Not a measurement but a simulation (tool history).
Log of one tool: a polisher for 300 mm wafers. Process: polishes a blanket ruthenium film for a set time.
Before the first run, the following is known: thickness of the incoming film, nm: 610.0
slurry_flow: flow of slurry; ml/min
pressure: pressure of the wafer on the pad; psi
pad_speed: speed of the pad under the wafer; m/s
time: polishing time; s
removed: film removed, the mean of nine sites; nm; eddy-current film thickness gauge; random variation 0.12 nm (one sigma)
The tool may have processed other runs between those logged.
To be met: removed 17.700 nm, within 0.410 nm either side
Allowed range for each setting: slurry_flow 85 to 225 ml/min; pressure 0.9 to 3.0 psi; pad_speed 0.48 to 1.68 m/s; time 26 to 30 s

run,hour,slurry_flow,pressure,pad_speed,time,removed
1,0.0,145,1.9,1.08,30,26.969
2,5.2,145,1.9,0.88,30,21.865
3,12.5,145,2.3,0.88,30,26.312
4,15.0,145,2.3,0.88,26,22.926
5,17.0,140,2.2,0.88,26,21.541
6,24.4,140,1.9,0.88,26,18.704
7,26.4,110,1.8,0.88,26,16.976
8,27.2,115,1.8,0.88,26,17.195

Which of these 4 next moves meets every target?
A,28.0,110,1.7,0.78,30,?
B,28.0,125,1.9,0.74,28,?
C,28.0,120,1.6,0.90,29,?
D,28.0,105,1.7,0.88,27,?

move,removed
A,16.478
B,16.792
C,17.610
D,16.452
A: its largest miss is bigger than the last run's
B: its largest miss is bigger than the last run's
C: all results in spec
D: its largest miss is bigger than the last run's
C is the move that brings every result within its allowed miss.

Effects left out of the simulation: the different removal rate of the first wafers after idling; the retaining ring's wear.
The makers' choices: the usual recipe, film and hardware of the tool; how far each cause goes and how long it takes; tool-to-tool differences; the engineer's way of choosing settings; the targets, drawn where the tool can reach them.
